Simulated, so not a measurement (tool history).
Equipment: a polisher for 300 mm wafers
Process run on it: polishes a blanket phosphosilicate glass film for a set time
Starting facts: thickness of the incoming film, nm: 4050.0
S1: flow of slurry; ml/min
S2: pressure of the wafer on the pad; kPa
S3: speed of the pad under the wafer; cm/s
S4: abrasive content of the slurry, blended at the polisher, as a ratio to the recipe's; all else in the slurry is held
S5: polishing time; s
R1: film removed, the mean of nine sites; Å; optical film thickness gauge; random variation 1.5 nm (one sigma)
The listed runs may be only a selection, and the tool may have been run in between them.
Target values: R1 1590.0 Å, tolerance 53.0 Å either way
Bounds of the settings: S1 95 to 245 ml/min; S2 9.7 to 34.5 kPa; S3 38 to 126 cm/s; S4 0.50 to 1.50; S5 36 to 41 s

{"run": 1, "hour": 0.0, "S1": 155, "S2": 22.1, "S3": 82, "S4": 1.0, "S5": 41, "R1": 2372.4}
{"run": 2, "hour": 6.5, "S1": 150, "S2": 19.3, "S3": 82, "S4": 1.0, "S5": 41, "R1": 2105.1}
{"run": 3, "hour": 9.9, "S1": 150, "S2": 23.4, "S3": 82, "S4": 1.0, "S5": 41, "R1": 2479.8}
{"run": 4, "hour": 17.7, "S1": 165, "S2": 23.4, "S3": 82, "S4": 1.0, "S5": 41, "R1": 2506.3}
{"run": 5, "hour": 24.3, "S1": 165, "S2": 20.0, "S3": 82, "S4": 1.0, "S5": 41, "R1": 2192.4}
{"run": 6, "hour": 30.6, "S1": 160, "S2": 17.2, "S3": 82, "S4": 1.0, "S5": 41, "R1": 1929.6}
{"run": 7, "hour": 38.2, "S1": 160, "S2": 15.9, "S3": 82, "S4": 1.0, "S5": 41, "R1": 1823.1}
{"run": 8, "hour": 43.3, "S1": 155, "S2": 15.2, "S3": 82, "S4": 1.0, "S5": 41, "R1": 1756.6}
{"run": 9, "hour": 46.5, "S1": 150, "S2": 14.5, "S3": 82, "S4": 1.0, "S5": 41, "R1": 1669.9}
{"run": 10, "hour": 53.2, "S1": 145, "S2": 14.5, "S3": 82, "S4": 1.0, "S5": 41, "R1": 1688.9}

Exercise: of the 5 proposed moves below, exactly one satisfies all targets within the stated allowed misses. Which move is it?
{"run": "A", "hour": 59.9, "S1": 165, "S2": 14.5, "S3": 88, "S4": 1.0, "S5": 41, "R1": "?"}
{"run": "B", "hour": 59.9, "S1": 145, "S2": 11.0, "S3": 92, "S4": 1.2, "S5": 37, "R1": "?"}
{"run": "C", "hour": 59.9, "S1": 140, "S2": 14.5, "S3": 84, "S4": 0.95, "S5": 40, "R1": "?"}
{"run": "D", "hour": 59.9, "S1": 125, "S2": 15.2, "S3": 88, "S4": 1.05, "S5": 40, "R1": "?"}
{"run": "E", "hour": 59.9, "S1": 135, "S2": 14.5, "S3": 88, "S4": 1.25, "S5": 36, "R1": "?"}

move=A R1=1755.4
move=B R1=1457.7
move=C R1=1574.8
move=D R1=1759.2
move=E R1=1702.7
A: further off than the last run
B: takes the biggest miss from the last run beyond its target
C: each result inside its tolerance
D: further off than the last run
E: further off than the last run
The move that meets every target is C.
